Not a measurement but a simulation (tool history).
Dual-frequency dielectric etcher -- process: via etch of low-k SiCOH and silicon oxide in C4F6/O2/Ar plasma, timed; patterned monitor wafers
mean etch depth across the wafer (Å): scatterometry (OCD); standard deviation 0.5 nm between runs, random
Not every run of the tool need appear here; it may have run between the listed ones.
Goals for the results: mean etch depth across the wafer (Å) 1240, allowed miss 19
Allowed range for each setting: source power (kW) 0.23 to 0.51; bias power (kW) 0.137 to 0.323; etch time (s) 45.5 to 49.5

| run | hour | source power (kW) | bias power (kW) | etch time (s) | mean etch depth across the wafer (Å) |
|---|---|---|---|---|---|
| 1 | 0 | 0.37 | 0.23 | 49.5 | 1382.2 |
| 2 | 1.4 | 0.36 | 0.229 | 49.5 | 1361 |
| 3 | 7.1 | 0.35 | 0.228 | 49.5 | 1341.4 |
| 4 | 13 | 0.35 | 0.246 | 49.5 | 1381.6 |
| 5 | 21.4 | 0.34 | 0.245 | 49.5 | 1362.8 |
| 6 | 24.4 | 0.33 | 0.244 | 49.5 | 1334.7 |
| 7 | 26.9 | 0.32 | 0.243 | 49.5 | 1319.5 |
| 8 | 31 | 0.31 | 0.243 | 49.5 | 1295.8 |
| 9 | 34.8 | 0.29 | 0.242 | 49.5 | 1267.6 |

Consider the 5 candidate settings below. Which is the only one whose results all fall within their allowed miss of target?
| A | 38.6 | 0.32 | 0.249 | 47.5 | ? |
| B | 38.6 | 0.27 | 0.259 | 47.5 | ? |
| C | 38.6 | 0.32 | 0.206 | 49 | ? |
| D | 38.6 | 0.23 | 0.276 | 49.5 | ? |
| E | 38.6 | 0.29 | 0.271 | 49.5 | ? |

| move | mean etch depth across the wafer (Å) |
|---|---|
| A | 1285.6 |
| B | 1214.8 |
| C | 1250.1 |
| D | 1210.2 |
| E | 1322.9 |
A: misses by more than the last run did
B: takes the biggest miss from the last run beyond its target
C: all results in spec
D: takes the biggest miss from the last run beyond its target
E: misses by more than the last run did
Answer: C
